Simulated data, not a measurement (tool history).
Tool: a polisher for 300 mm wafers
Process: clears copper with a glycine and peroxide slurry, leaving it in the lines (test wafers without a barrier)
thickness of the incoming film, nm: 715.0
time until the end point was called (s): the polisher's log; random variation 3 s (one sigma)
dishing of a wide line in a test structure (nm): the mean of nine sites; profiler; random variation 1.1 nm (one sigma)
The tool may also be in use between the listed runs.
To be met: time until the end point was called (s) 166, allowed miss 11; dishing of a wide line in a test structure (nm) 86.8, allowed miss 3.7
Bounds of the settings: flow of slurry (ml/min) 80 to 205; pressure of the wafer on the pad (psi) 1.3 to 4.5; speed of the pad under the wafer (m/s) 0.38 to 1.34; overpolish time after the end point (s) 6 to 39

run,hour,flow of slurry (ml/min),pressure of the wafer on the pad (psi),speed of the pad under the wafer (m/s),overpolish time after the end point (s),time until the end point was called (s),dishing of a wide line in a test structure (nm)
1,0,135,2.9,0.86,20,144.55,65.156
2,8.2,135,2.3,0.86,20,155.9,58.316
3,16.2,125,2.5,0.82,23,154.17,66.013
4,18.3,125,2.5,0.82,18,165.95,55.714
5,26.1,110,2.8,0.76,22,170.38,62.121
6,35,80,2.8,0.76,22,173.98,57.697
7,42.3,95,2.9,0.72,25,175.05,64.718
8,50.1,105,3,0.7,27,173.12,70.422
9,55.1,110,3.1,0.68,29,170.74,75.117

Which of these 4 next moves meets every target?
A,60.1,115,2.9,0.78,23,?,?
B,60.1,120,3.3,0.64,25,?,?
C,60.1,110,2.9,0.7,23,?,?
D,60.1,145,2.8,0.7,33,?,?

move,time until the end point was called (s),dishing of a wide line in a test structure (nm)
A,158.97,66.814
B,172.53,67.606
C,174.61,62.284
D,167.53,84.794
A: further off than the last run
B: further off than the last run
C: further off than the last run
D: meets every target
Move D is the one to make.

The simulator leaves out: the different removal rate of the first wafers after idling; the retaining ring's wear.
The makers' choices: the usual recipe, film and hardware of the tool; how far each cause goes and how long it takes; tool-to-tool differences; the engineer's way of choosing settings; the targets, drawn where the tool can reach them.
